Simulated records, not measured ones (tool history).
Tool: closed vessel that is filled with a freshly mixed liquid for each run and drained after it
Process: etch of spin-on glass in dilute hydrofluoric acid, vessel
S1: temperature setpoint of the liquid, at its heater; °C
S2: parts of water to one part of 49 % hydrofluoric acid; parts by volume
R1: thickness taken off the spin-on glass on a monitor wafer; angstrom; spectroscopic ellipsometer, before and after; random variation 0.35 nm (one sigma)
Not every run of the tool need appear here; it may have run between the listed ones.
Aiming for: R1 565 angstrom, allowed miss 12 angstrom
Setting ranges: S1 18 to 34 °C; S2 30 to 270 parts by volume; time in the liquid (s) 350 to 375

run 1 hour=0 | S1=26 S2=150 time_in_the_liquid_(s)=350 | R1=501
run 2 hour=5.1 | S1=27.5 S2=150 time_in_the_liquid_(s)=350 | R1=527.4
run 3 hour=13.2 | S1=28 S2=150 time_in_the_liquid_(s)=350 | R1=531.54
run 4 hour=20.7 | S1=28 S2=120 time_in_the_liquid_(s)=350 | R1=690.01
run 5 hour=27.9 | S1=29.5 S2=120 time_in_the_liquid_(s)=350 | R1=731.67
run 6 hour=29 | S1=29.5 S2=120 time_in_the_liquid_(s)=375 | R1=790.57
run 7 hour=37.3 | S1=27 S2=120 time_in_the_liquid_(s)=375 | R1=712.61
run 8 hour=42.4 | S1=26 S2=120 time_in_the_liquid_(s)=375 | R1=689.06
run 9 hour=50.2 | S1=25 S2=120 time_in_the_liquid_(s)=375 | R1=667.35
run 10 hour=55.6 | S1=24 S2=120 time_in_the_liquid_(s)=375 | R1=633.37
run 11 hour=64.5 | S1=23.5 S2=120 time_in_the_liquid_(s)=375 | R1=626.79

Below are 5 possible settings for the next run. Only one of them brings all results inside the allowed miss of their targets. Which is it?
run A hour=73.4 | S1=21.5 S2=100 time_in_the_liquid_(s)=375 | R1=?
run B hour=73.4 | S1=25.5 S2=130 time_in_the_liquid_(s)=365 | R1=?
run C hour=73.4 | S1=23.5 S2=130 time_in_the_liquid_(s)=350 | R1=?
run D hour=73.4 | S1=24 S2=120 time_in_the_liquid_(s)=375 | R1=?
run E hour=73.4 | S1=21.5 S2=115 time_in_the_liquid_(s)=350 | R1=?

move=A R1=706.55
move=B R1=597.58
move=C R1=530.47
move=D R1=635.28
move=E R1=563.68
A: further off than the last run
B: closer than the last run, but not yet in spec
C: carries the result that was furthest off beyond its target, to the other side
D: further off than the last run
E: hits every target within its allowed miss
Move E is the one to make.
